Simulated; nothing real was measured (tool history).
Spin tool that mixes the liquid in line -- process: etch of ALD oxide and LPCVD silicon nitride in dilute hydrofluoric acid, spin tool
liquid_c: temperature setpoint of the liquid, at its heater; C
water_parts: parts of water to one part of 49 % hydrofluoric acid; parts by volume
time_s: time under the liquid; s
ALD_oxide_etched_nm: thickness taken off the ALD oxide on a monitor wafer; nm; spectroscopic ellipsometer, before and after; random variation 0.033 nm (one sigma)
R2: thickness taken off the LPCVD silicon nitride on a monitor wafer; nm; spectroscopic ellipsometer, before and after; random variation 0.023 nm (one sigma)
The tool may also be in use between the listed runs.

run 1 hour=0.0 | liquid_c=23.0 water_parts=115 time_s=115 | ALD_oxide_etched_nm=17.419 R2=0.44698
run 2 hour=7.2 | liquid_c=21.5 water_parts=115 time_s=115 | ALD_oxide_etched_nm=16.408 R2=0.37965
run 3 hour=9.1 | liquid_c=21.5 water_parts=115 time_s=150 | ALD_oxide_etched_nm=21.401 R2=0.48613
run 4 hour=15.9 | liquid_c=23.5 water_parts=115 time_s=150 | ALD_oxide_etched_nm=23.124 R2=0.61688
run 5 hour=16.6 | liquid_c=23.0 water_parts=125 time_s=150 | ALD_oxide_etched_nm=20.518 R2=0.49038
run 6 hour=21.9 | liquid_c=22.5 water_parts=135 time_s=150 | ALD_oxide_etched_nm=18.514 R2=0.46832
run 7 hour=27.6 | liquid_c=22.0 water_parts=140 time_s=150 | ALD_oxide_etched_nm=17.453 R2=0.42268

Estimate the outcome of run 8 from the log above:
run 8 hour=33.3 | liquid_c=18.0 water_parts=190 time_s=150 | ALD_oxide_etched_nm=? R2=?

{"run 8": {"ALD_oxide_etched_nm": 10.386, "R2": 0.26077}}
